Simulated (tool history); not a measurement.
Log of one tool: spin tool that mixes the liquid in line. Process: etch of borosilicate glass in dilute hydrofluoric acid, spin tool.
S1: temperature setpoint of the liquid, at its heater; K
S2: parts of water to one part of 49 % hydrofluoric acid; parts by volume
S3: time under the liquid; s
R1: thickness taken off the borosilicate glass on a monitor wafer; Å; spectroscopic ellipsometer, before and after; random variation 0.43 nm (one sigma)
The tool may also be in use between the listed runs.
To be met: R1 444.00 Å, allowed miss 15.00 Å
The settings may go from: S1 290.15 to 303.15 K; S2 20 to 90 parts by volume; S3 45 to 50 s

Run 1, day 0.000: S1 295.15 K, S2 50 parts by volume, S3 45 s. Result: R1 303.60 Å.
Run 2, day 0.038: S1 295.15 K, S2 50 parts by volume, S3 45 s. Result: R1 303.01 Å.
Run 3, day 0.108: S1 295.15 K, S2 50 parts by volume, S3 50 s. Result: R1 340.03 Å.
Run 4, day 0.371: S1 293.15 K, S2 50 parts by volume, S3 50 s. Result: R1 311.79 Å.
Run 5, day 0.600: S1 291.15 K, S2 50 parts by volume, S3 50 s. Result: R1 287.21 Å.
Run 6, day 0.967: S1 292.15 K, S2 50 parts by volume, S3 50 s. Result: R1 293.99 Å.
Run 7, day 1.062: S1 296.15 K, S2 45 parts by volume, S3 50 s. Result: R1 388.84 Å.
Run 8, day 1.117: S1 296.65 K, S2 45 parts by volume, S3 50 s. Result: R1 398.01 Å.

5 next moves are on the table. One of them brings every result within its allowed miss. Which?
Run A, day 1.171: S1 296.65 K, S2 40 parts by volume, S3 45 s. Result: R1 ?.
Run B, day 1.171: S1 295.65 K, S2 50 parts by volume, S3 50 s. Result: R1 ?.
Run C, day 1.171: S1 299.15 K, S2 45 parts by volume, S3 50 s. Result: R1 ?.
Run D, day 1.171: S1 295.65 K, S2 45 parts by volume, S3 45 s. Result: R1 ?.
Run E, day 1.171: S1 297.65 K, S2 45 parts by volume, S3 50 s. Result: R1 ?.

move      R1
   A  403.62
   B  339.69
   C  438.85
   D  341.88
   E  412.72
A: nearer than the last run, and not there yet
B: further off than the last run
C: meets every target
D: further off than the last run
E: nearer than the last run, and not there yet
The right move is C.
